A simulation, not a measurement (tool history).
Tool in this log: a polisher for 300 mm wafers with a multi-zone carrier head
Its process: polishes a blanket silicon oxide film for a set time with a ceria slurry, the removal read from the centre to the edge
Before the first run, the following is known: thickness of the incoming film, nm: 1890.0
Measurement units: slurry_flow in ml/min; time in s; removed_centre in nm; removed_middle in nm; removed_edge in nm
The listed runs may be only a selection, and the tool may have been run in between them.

run  hour  slurry_flow  centre_zone  middle_zone  edge_zone  time  removed_centre  removed_middle  removed_edge
  1   0.0          145         1.00         1.00       1.00    31         141.130         139.630       139.540
  2   7.5          145         1.00         1.08       1.00    31         140.720         148.720       137.720
  3  15.7          145         1.00         1.08       1.06    31         139.010         150.240       140.590
  4  19.3          135         0.98         1.05       1.02    28         123.000         128.300       126.480
  5  25.3          135         0.98         1.05       1.02    32         141.700         148.440       142.710
  6  26.5          125         0.96         1.04       0.98    29         122.090         130.120       123.130
  7  28.8           85         0.86         0.94       0.88    20          68.831          77.543        78.609
  8  32.6           85         0.87         0.92       0.87    20          68.955          74.479        77.127
  9  38.0           85         0.87         0.91       0.86    20          69.051          74.317        79.821
 10  45.8           85         0.88         0.91       0.85    19          67.408          70.843        71.927
 11  54.5           85         0.88         0.90       0.85    19          67.031          70.190        72.303

Run 12, settings as shown, results not yet in. Your forecast:
 12  60.1           85         0.88         0.89       0.85    19               ?               ?             ?

removed_centre: 66.530 nm
removed_middle: 68.717 nm
removed_edge: 71.935 nm

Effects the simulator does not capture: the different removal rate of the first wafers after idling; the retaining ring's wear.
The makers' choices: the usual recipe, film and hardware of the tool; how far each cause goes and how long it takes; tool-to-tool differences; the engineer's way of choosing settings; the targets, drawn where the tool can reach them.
